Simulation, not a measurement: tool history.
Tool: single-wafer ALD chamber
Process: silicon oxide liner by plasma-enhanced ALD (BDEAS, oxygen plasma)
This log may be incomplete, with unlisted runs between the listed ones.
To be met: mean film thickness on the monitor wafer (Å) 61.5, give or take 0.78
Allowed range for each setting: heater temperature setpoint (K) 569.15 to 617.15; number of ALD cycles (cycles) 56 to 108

run	day	heater temperature setpoint (K)	number of ALD cycles (cycles)	mean film thickness on the monitor wafer (Å)
1	0	593.15	82	77.97
2	0.358	601.15	82	76.882
3	0.596	601.15	91	85.318
4	0.75	602.15	87	81.588
5	1.121	603.15	83	77.836
6	1.225	604.15	80	74.78
7	1.579	605.15	77	72.03
8	1.812	606.15	75	70.104
9	2.042	609.15	63	58.221
10	2.171	608.15	64	59.479
11	2.258	607.15	64	59.659

Of the 5 settings listed for the next run, only one would bring every result within its allowed miss of target. Which one?
A	2.346	610.15	66	?
B	2.346	606.15	64	?
C	2.346	599.15	61	?
D	2.346	617.15	63	?
E	2.346	611.15	61	?

move	mean film thickness on the monitor wafer (Å)
A	61.404
B	59.9
C	57.687
D	57.998
E	56.667
A: every result within its allowed miss
B: nearer than the last run, and not there yet
C: lands further from the targets than the last run did
D: lands further from the targets than the last run did
E: lands further from the targets than the last run did
A is the move that brings every result within its allowed miss.

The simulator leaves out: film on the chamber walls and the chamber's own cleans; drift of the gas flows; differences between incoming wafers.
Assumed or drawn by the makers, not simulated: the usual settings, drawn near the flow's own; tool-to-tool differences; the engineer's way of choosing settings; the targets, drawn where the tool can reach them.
